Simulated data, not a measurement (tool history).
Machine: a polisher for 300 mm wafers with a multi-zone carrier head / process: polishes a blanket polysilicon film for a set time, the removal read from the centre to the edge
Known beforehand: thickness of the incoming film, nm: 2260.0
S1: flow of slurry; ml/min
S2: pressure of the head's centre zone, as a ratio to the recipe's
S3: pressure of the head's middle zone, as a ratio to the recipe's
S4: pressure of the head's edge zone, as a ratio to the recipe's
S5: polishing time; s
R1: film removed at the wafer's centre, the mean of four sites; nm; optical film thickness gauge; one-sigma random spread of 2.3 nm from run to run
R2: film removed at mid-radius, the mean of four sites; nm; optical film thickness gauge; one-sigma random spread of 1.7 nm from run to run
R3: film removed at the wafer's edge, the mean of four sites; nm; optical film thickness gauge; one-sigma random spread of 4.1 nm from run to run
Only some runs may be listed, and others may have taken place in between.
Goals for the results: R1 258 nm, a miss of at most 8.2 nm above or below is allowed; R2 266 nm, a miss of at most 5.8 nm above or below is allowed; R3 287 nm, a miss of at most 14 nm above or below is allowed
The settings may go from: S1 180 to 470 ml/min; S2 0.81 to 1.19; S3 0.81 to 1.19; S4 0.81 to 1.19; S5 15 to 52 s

Run 1, hour 0: S1 300 ml/min, S2 1, S3 1, S4 1, S5 33 s. Result: R1 195.83 nm, R2 195.48 nm, R3 196.82 nm.
Run 2, hour 5.9: S1 230 ml/min, S2 1, S3 1, S4 1, S5 33 s. Result: R1 192.13 nm, R2 189.06 nm, R3 191.43 nm.
Run 3, hour 9.2: S1 250 ml/min, S2 1, S3 1.01, S4 1.03, S5 35 s. Result: R1 204.16 nm, R2 205.3 nm, R3 200.15 nm.
Run 4, hour 15.5: S1 250 ml/min, S2 1, S3 0.94, S4 1.03, S5 35 s. Result: R1 204.38 nm, R2 197.65 nm, R3 201.58 nm.
Run 5, hour 21.4: S1 250 ml/min, S2 1, S3 0.94, S4 1.1, S5 35 s. Result: R1 205.03 nm, R2 196.54 nm, R3 205 nm.
Run 6, hour 23.4: S1 220 ml/min, S2 1, S3 0.94, S4 1.1, S5 35 s. Result: R1 202.36 nm, R2 193.06 nm, R3 205.07 nm.
Run 7, hour 28.8: S1 215 ml/min, S2 0.99, S3 0.94, S4 1.12, S5 37 s. Result: R1 211.23 nm, R2 203.65 nm, R3 219.43 nm.
Run 8, hour 33: S1 210 ml/min, S2 0.99, S3 0.95, S4 1.13, S5 38 s. Result: R1 215.53 nm, R2 212.07 nm, R3 222.34 nm.
Run 9, hour 41.9: S1 210 ml/min, S2 0.99, S3 0.95, S4 1.13, S5 38 s. Result: R1 213.27 nm, R2 210.24 nm, R3 228.19 nm.
Run 10, hour 44.5: S1 205 ml/min, S2 1, S3 0.97, S4 1.14, S5 39 s. Result: R1 221.48 nm, R2 217.51 nm, R3 232.48 nm.
Run 11, hour 46.9: S1 205 ml/min, S2 1, S3 0.97, S4 1.14, S5 39 s. Result: R1 219.56 nm, R2 216.9 nm, R3 231.01 nm.
Run 12, hour 53.2: S1 215 ml/min, S2 0.99, S3 0.97, S4 1.15, S5 40 s. Result: R1 225.3 nm, R2 226.19 nm, R3 238.41 nm.
Run 13, hour 57.9: S1 210 ml/min, S2 0.99, S3 0.97, S4 1.16, S5 41 s. Result: R1 225.84 nm, R2 230 nm, R3 244.78 nm.

5 candidate next runs follow, results not yet known. Just one meets every target within its allowed miss. Identify it.
Run A, hour 62.6: S1 180 ml/min, S2 0.89, S3 0.98, S4 1.19, S5 52 s. Result: R1 ?, R2 ?, R3 ?.
Run B, hour 62.6: S1 270 ml/min, S2 0.96, S3 0.99, S4 1.19, S5 46 s. Result: R1 ?, R2 ?, R3 ?.
Run C, hour 62.6: S1 390 ml/min, S2 0.96, S3 1.08, S4 1.06, S5 45 s. Result: R1 ?, R2 ?, R3 ?.
Run D, hour 62.6: S1 255 ml/min, S2 1.03, S3 1.1, S4 1.12, S5 31 s. Result: R1 ?, R2 ?, R3 ?.
Run E, hour 62.6: S1 200 ml/min, S2 0.83, S3 1.08, S4 1.19, S5 40 s. Result: R1 ?, R2 ?, R3 ?.

move      R1      R2      R3
   A   259.8  287.54  312.44
   B  259.19  269.03  287.05
   C  262.92  285.69  271.13
   D  184.27  191.34  186.42
   E   191.9  237.32   242.8
A: takes the result that was furthest off past its target
B: all results land within tolerance of their targets
C: takes the result that was furthest off past its target
D: lands further from the targets than the last run did
E: lands further from the targets than the last run did
B is the move that brings every result within its allowed miss.

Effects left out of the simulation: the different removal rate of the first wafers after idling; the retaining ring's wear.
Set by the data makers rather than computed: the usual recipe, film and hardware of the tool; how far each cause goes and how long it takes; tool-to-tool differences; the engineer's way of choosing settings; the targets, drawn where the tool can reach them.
